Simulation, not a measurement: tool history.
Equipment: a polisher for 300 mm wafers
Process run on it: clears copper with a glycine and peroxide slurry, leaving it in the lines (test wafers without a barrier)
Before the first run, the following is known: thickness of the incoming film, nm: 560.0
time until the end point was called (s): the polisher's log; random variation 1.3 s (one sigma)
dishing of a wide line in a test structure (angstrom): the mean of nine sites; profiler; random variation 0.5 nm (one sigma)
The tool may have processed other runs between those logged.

run	hour	flow of slurry (ml/min)	pressure of the wafer on the pad (kPa)	speed of the pad under the wafer (m/s)	overpolish time after the end point (s)	time until the end point was called (s)	dishing of a wide line in a test structure (angstrom)
1	0.0	175	22.8	1.08	10	86.529	329.54
2	9.0	175	24.8	1.08	11	74.953	355.82
3	16.4	175	24.8	0.96	11	82.649	341.94
4	17.8	175	24.8	1.20	11	69.658	370.31
5	23.4	175	24.8	1.22	12	70.980	395.96
6	31.3	175	24.8	1.22	9	71.615	335.26
7	33.7	175	24.8	1.26	11	67.263	385.36

Expected results for the next run?
8	38.2	175	24.1	1.28	12	?	?

time until the end point was called (s): 69.903
dishing of a wide line in a test structure (angstrom): 391.33
